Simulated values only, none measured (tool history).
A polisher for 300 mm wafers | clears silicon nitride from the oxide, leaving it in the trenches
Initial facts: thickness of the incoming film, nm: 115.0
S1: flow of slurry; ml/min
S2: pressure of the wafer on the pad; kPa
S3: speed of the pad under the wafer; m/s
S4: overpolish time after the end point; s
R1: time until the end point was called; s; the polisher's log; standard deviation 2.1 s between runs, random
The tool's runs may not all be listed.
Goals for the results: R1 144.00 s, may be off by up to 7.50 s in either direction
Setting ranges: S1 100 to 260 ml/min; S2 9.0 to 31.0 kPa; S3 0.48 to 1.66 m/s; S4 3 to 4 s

run	hour	S1	S2	S3	S4	R1
1	0.0	165	20.0	1.06	4	108.56
2	3.6	185	20.0	1.06	4	106.14
3	7.7	185	18.6	1.06	4	113.21
4	12.3	185	16.5	1.06	4	124.37
5	18.0	185	15.9	1.06	4	131.81
# hour 26.0: slurry nozzle cleaned
6	26.0	185	15.9	1.06	3	126.33
7	26.9	185	15.2	1.06	3	126.86
8	28.7	185	14.5	1.06	3	135.95

Exactly one of the 5 candidate moves below puts every result within its allowed miss. Which one?
A	30.5	155	17.2	0.94	3	?
B	30.5	235	11.0	1.40	3	?
C	30.5	195	14.5	1.12	3	?
D	30.5	200	14.5	1.12	3	?
E	30.5	200	15.9	0.88	4	?

move	R1
A	130.63
B	128.39
C	126.00
D	125.58
E	145.32
A: further off than the last run
B: further off than the last run
C: further off than the last run
D: further off than the last run
E: every result within its allowed miss
Go with E: it meets all targets.

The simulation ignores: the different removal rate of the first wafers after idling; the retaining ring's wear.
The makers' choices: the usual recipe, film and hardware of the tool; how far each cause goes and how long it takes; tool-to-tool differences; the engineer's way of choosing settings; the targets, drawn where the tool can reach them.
